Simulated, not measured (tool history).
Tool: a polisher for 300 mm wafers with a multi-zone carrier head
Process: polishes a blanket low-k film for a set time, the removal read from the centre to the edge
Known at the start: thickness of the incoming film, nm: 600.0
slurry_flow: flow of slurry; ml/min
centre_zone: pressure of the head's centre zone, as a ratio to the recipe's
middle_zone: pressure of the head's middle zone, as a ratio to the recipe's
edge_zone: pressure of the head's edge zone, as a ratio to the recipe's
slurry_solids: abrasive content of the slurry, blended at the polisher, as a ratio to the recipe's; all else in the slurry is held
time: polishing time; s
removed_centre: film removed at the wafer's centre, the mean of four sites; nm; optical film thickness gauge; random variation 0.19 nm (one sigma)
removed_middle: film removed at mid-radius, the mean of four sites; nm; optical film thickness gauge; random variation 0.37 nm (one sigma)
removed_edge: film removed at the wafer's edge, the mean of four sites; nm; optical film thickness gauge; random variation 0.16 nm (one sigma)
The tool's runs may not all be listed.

run 1 hour=0 | slurry_flow=275 centre_zone=1 middle_zone=1 edge_zone=1 slurry_solids=1 time=48 | removed_centre=21.001 removed_middle=21.09 removed_edge=20.804
run 2 hour=3.7 | slurry_flow=280 centre_zone=1 middle_zone=1.02 edge_zone=1.03 slurry_solids=1.05 time=48 | removed_centre=21.516 removed_middle=21.496 removed_edge=21.512
run 3 hour=8.9 | slurry_flow=280 centre_zone=1 middle_zone=1.02 edge_zone=0.99 slurry_solids=1.05 time=48 | removed_centre=21.41 removed_middle=22.033 removed_edge=21.136
run 4 hour=16.9 | slurry_flow=280 centre_zone=1 middle_zone=1.02 edge_zone=0.99 slurry_solids=1.05 time=53 | removed_centre=23.572 removed_middle=24.055 removed_edge=23.514
run 5 hour=23.2 | slurry_flow=285 centre_zone=0.99 middle_zone=1.04 edge_zone=1.02 slurry_solids=1.1 time=53 | removed_centre=23.424 removed_middle=25.003 removed_edge=24.284
run 6 hour=25.1 | slurry_flow=290 centre_zone=0.99 middle_zone=1.05 edge_zone=1.04 slurry_solids=1.15 time=53 | removed_centre=24.355 removed_middle=25.552 removed_edge=25.017
run 7 hour=32.7 | slurry_flow=295 centre_zone=0.99 middle_zone=1.06 edge_zone=1.05 slurry_solids=1.15 time=53 | removed_centre=24.093 removed_middle=26.032 removed_edge=25.105
run 8 hour=40.2 | slurry_flow=300 centre_zone=0.99 middle_zone=1.06 edge_zone=1.06 slurry_solids=1.15 time=53 | removed_centre=24.619 removed_middle=25.149 removed_edge=25.348
run 9 hour=45 | slurry_flow=295 centre_zone=0.99 middle_zone=1.07 edge_zone=1.07 slurry_solids=1.15 time=53 | removed_centre=24.417 removed_middle=25.669 removed_edge=25.256
run 10 hour=48 | slurry_flow=300 centre_zone=0.98 middle_zone=1.08 edge_zone=1.08 slurry_solids=1.15 time=53 | removed_centre=24.242 removed_middle=26.439 removed_edge=25.405
run 11 hour=56.8 | slurry_flow=305 centre_zone=0.98 middle_zone=1.08 edge_zone=1.09 slurry_solids=1.15 time=53 | removed_centre=24.048 removed_middle=26.073 removed_edge=25.672
run 12 hour=58.5 | slurry_flow=310 centre_zone=0.98 middle_zone=1.09 edge_zone=1.1 slurry_solids=1.15 time=53 | removed_centre=24.323 removed_middle=26.803 removed_edge=25.927

Run 13 comes next. What will it give?
run 13 hour=59.9 | slurry_flow=315 centre_zone=0.98 middle_zone=1.09 edge_zone=1.11 slurry_solids=1.15 time=53 | removed_centre=? removed_middle=? removed_edge=?

{"run 13": {"removed_centre": 24.323, "removed_middle": 27.066, "removed_edge": 25.842}}
